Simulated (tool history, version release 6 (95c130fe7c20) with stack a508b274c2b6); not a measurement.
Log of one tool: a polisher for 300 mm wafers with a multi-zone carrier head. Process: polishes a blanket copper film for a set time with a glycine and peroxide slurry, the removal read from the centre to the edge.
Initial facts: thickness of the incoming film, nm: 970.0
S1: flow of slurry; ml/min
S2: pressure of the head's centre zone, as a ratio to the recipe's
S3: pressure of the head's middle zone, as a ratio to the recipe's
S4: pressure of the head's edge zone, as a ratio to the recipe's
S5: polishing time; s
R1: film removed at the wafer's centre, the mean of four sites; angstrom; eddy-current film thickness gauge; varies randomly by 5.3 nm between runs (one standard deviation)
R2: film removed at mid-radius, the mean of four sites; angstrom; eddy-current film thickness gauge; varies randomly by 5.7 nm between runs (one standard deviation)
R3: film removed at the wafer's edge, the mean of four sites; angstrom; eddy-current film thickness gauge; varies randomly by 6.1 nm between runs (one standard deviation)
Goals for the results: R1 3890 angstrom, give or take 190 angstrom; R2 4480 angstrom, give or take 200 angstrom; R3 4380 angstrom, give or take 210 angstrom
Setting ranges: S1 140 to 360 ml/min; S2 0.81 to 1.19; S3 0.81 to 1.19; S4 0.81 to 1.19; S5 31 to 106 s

Run 1, hour 0: S1 230 ml/min, S2 1, S3 1, S4 1, S5 68 s. Result: R1 3217.9 angstrom, R2 3275.9 angstrom, R3 3415.4 angstrom.
Run 2, hour 3: S1 235 ml/min, S2 1, S3 1.04, S4 1.03, S5 73 s. Result: R1 3492.8 angstrom, R2 3522.2 angstrom, R3 3680.6 angstrom.
Run 3, hour 7.7: S1 235 ml/min, S2 0.97, S3 1.07, S4 1.02, S5 78 s. Result: R1 3579.3 angstrom, R2 3995.5 angstrom, R3 3851.7 angstrom.
Run 4, hour 11.6: S1 235 ml/min, S2 0.97, S3 1.07, S4 1.08, S5 78 s. Result: R1 3592.3 angstrom, R2 3909 angstrom, R3 4105.5 angstrom.
Run 5, hour 19: S1 240 ml/min, S2 0.97, S3 1.1, S4 1.09, S5 80 s. Result: R1 3670.5 angstrom, R2 4038.1 angstrom, R3 4341 angstrom.
Run 6, hour 21.5: S1 240 ml/min, S2 0.89, S3 1.1, S4 1.09, S5 80 s. Result: R1 3416.5 angstrom, R2 4130.4 angstrom, R3 4142.6 angstrom.
Run 7, hour 29.1: S1 240 ml/min, S2 0.89, S3 1.1, S4 1.09, S5 80 s. Result: R1 3442.5 angstrom, R2 4022.6 angstrom, R3 4204.9 angstrom.
Run 8, hour 35: S1 245 ml/min, S2 0.92, S3 1.12, S4 1.08, S5 81 s. Result: R1 3523.7 angstrom, R2 4259.4 angstrom, R3 4302 angstrom.

Consider the 5 candidate settings below. Which is the only one whose results all fall within their allowed miss of target?
Run A, hour 40.9: S1 250 ml/min, S2 0.96, S3 1.12, S4 1.06, S5 84 s. Result: R1 ?, R2 ?, R3 ?.
Run B, hour 40.9: S1 285 ml/min, S2 1, S3 1.06, S4 1.08, S5 81 s. Result: R1 ?, R2 ?, R3 ?.
Run C, hour 40.9: S1 290 ml/min, S2 0.81, S3 1.19, S4 1.19, S5 82 s. Result: R1 ?, R2 ?, R3 ?.
Run D, hour 40.9: S1 245 ml/min, S2 1.07, S3 1.08, S4 1.19, S5 77 s. Result: R1 ?, R2 ?, R3 ?.
Run E, hour 40.9: S1 285 ml/min, S2 0.98, S3 1.01, S4 1.11, S5 79 s. Result: R1 ?, R2 ?, R3 ?.

move      R1      R2      R3
   A  3898.4  4434.1  4310.7
   B  3967.8  4131.3  4238.6
   C  3256.1    4621  4514.7
   D  3976.6  3931.7  4196.2
   E  3790.5    3871  4196.2
A: all results land within tolerance of their targets
B: puts the biggest miss on target and leaves a different result outside tolerance
C: moves away from the targets compared with the last run
D: puts the biggest miss on target and leaves a different result outside tolerance
E: puts the biggest miss on target and leaves a different result outside tolerance
The right move is A.

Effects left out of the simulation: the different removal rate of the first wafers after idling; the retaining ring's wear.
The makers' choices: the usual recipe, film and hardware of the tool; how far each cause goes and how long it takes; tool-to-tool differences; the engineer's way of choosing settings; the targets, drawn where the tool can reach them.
